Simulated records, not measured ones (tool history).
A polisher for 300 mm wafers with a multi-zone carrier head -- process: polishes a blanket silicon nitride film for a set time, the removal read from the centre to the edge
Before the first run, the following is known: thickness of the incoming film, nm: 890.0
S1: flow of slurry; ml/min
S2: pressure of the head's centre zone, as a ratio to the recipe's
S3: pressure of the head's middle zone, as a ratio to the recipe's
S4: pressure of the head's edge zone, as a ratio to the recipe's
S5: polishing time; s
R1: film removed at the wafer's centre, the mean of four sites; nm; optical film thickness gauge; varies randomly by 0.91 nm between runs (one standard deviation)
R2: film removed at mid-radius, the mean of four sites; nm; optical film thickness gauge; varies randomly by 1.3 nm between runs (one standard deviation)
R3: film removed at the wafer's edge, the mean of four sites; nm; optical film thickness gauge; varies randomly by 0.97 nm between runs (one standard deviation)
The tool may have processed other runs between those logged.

run 1 day=0 | S1=195 S2=1 S3=1 S4=1 S5=71 | R1=128.51 R2=123.9 R3=129.27
run 2 day=0.158 | S1=195 S2=1 S3=1 S4=1.07 S5=71 | R1=125.88 R2=125.23 R3=134.66
run 3 day=0.271 | S1=195 S2=1 S3=1 S4=1.07 S5=84 | R1=152.73 R2=147.42 R3=159.32
run 4 day=0.388 | S1=195 S2=1 S3=1 S4=1.07 S5=92 | R1=164.44 R2=163.88 R3=174.13
run 5 day=0.708 | S1=195 S2=1.05 S3=1 S4=1.07 S5=92 | R1=173.88 R2=161.05 R3=174.56
run 6 day=0.938 | S1=195 S2=1.05 S3=1 S4=1.07 S5=74 | R1=138.82 R2=126.13 R3=141.1
run 7 day=1.025 | S1=165 S2=0.95 S3=1.1 S4=0.97 S5=54 | R1=88.469 R2=98.73 R3=95.851

Estimate the outcome of run 8 from the log above:
run 8 day=1.175 | S1=160 S2=0.95 S3=1.1 S4=0.97 S5=54 | R1=? R2=? R3=?

Logged for run 8: R1 88.509 nm, R2 96.849 nm, R3 95.814 nm.
